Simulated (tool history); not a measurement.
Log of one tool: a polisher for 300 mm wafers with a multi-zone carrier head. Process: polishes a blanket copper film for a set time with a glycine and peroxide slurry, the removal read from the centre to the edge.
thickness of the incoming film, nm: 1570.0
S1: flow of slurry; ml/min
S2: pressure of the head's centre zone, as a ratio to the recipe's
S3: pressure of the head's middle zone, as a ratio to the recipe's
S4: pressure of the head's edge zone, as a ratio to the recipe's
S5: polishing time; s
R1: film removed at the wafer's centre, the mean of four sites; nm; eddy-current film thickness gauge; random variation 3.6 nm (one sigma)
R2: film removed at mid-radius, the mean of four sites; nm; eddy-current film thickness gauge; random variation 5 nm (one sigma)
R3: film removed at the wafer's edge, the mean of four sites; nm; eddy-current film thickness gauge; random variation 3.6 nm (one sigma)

run    day   S1    S2    S3    S4  S5      R1      R2      R3
  1  0.000  135  1.00  1.00  1.00  82  379.82  375.95  378.79
  2  0.271  145  1.01  1.01  1.01  82  389.64  401.61  386.38
  3  0.638  145  1.01  1.01  1.01  95  449.22  449.27  447.08
  4  0.671  145  1.02  1.01  1.00  95  454.76  456.40  442.21
  5  0.971  145  1.02  1.08  1.00  95  459.94  480.88  441.79
  6  1.204  115  1.02  1.08  1.00  95  440.53  466.54  429.53
  7  1.333  120  1.03  1.07  1.00  95  444.65  459.48  435.75

Forecast run 8:
  8  1.600  125  1.04  1.06  1.00  95   ?   ?   ?

R1: 448.78 nm
R2: 462.64 nm
R3: 439.25 nm
